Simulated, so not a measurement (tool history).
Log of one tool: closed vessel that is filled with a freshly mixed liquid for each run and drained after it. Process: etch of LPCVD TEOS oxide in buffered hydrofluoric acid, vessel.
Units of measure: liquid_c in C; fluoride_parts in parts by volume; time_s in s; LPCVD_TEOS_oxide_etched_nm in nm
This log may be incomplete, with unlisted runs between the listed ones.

| run | hour | liquid_c | fluoride_parts | time_s | LPCVD_TEOS_oxide_etched_nm |
|---|---|---|---|---|---|
| 1 | 0 | 21 | 24 | 95 | 138.97 |
| 2 | 3.6 | 21 | 24 | 95 | 139.59 |
| 3 | 9.6 | 23 | 21 | 95 | 170.51 |
| 4 | 18.2 | 24.5 | 18.5 | 95 | 207.54 |
| 5 | 24.4 | 22.5 | 18.5 | 95 | 183.45 |
| 6 | 33.1 | 24 | 17.5 | 95 | 212.81 |
| 7 | 39.4 | 25.5 | 17 | 95 | 236.91 |
| 8 | 40.3 | 26.5 | 17 | 95 | 251.58 |

Expected results for the next run?
| 9 | 41.5 | 29 | 15 | 95 | ? |

LPCVD_TEOS_oxide_etched_nm: 324.36 nm
